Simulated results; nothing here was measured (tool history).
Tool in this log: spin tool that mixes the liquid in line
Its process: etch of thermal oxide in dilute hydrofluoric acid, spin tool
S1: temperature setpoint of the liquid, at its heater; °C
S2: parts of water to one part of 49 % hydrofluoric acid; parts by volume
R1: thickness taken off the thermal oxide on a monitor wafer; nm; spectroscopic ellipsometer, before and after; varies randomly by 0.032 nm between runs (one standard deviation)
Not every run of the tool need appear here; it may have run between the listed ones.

run 1 hour=0 | S1=24 S2=85 time_under_the_liquid_(s)=80 | R1=4.349
run 2 hour=7.5 | S1=23.5 S2=85 time_under_the_liquid_(s)=80 | R1=4.2741
run 3 hour=14.9 | S1=23 S2=85 time_under_the_liquid_(s)=80 | R1=4.1682
run 4 hour=23.5 | S1=23 S2=70 time_under_the_liquid_(s)=80 | R1=5.1404
run 5 hour=29.1 | S1=22.5 S2=70 time_under_the_liquid_(s)=80 | R1=5.0901
run 6 hour=29.9 | S1=19.5 S2=70 time_under_the_liquid_(s)=80 | R1=4.4644

Expected results for the next run?
run 7 hour=32.1 | S1=19 S2=70 time_under_the_liquid_(s)=80 | R1=?

{"run 7": {"R1": 4.3242}}
